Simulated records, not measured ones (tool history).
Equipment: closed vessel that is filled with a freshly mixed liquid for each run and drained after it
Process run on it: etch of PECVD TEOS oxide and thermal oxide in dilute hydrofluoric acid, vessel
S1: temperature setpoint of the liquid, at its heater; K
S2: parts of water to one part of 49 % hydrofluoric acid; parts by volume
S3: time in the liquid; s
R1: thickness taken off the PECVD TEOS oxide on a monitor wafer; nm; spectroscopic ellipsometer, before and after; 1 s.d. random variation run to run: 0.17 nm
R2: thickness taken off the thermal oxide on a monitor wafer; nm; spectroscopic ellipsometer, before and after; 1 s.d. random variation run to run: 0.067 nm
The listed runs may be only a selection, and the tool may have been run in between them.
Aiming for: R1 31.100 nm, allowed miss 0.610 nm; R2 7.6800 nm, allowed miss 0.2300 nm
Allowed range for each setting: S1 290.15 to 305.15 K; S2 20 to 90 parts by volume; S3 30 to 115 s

{"run": 1, "hour": 0.0, "S1": 297.15, "S2": 50, "S3": 60, "R1": 25.094, "R2": 6.0727}
{"run": 2, "hour": 2.8, "S1": 297.15, "S2": 50, "S3": 85, "R1": 35.716, "R2": 8.7766}
{"run": 3, "hour": 8.3, "S1": 297.15, "S2": 65, "S3": 85, "R1": 26.738, "R2": 6.5988}
{"run": 4, "hour": 10.9, "S1": 298.15, "S2": 65, "S3": 85, "R1": 27.895, "R2": 6.9167}
{"run": 5, "hour": 14.7, "S1": 298.65, "S2": 65, "S3": 85, "R1": 28.373, "R2": 7.0562}
{"run": 6, "hour": 22.8, "S1": 299.15, "S2": 65, "S3": 85, "R1": 28.72, "R2": 7.2296}
{"run": 7, "hour": 25.7, "S1": 299.65, "S2": 65, "S3": 85, "R1": 29.39, "R2": 7.2295}
{"run": 8, "hour": 33.5, "S1": 300.15, "S2": 65, "S3": 85, "R1": 30.343, "R2": 7.3759}

4 next moves are on the table. One of them brings every result within its allowed miss. Which?
{"run": "A", "hour": 41.3, "S1": 298.65, "S2": 60, "S3": 85, "R1": "?", "R2": "?"}
{"run": "B", "hour": 41.3, "S1": 299.15, "S2": 50, "S3": 65, "R1": "?", "R2": "?"}
{"run": "C", "hour": 41.3, "S1": 303.15, "S2": 70, "S3": 80, "R1": "?", "R2": "?"}
{"run": "D", "hour": 41.3, "S1": 302.65, "S2": 65, "S3": 75, "R1": "?", "R2": "?"}

move=A R1=31.133 R2=7.5548
move=B R1=29.556 R2=7.1721
move=C R1=29.568 R2=7.1750
move=D R1=29.498 R2=7.1582
A: every result within its allowed miss
B: its largest miss is bigger than the last run's
C: its largest miss is bigger than the last run's
D: its largest miss is bigger than the last run's
Answer: A
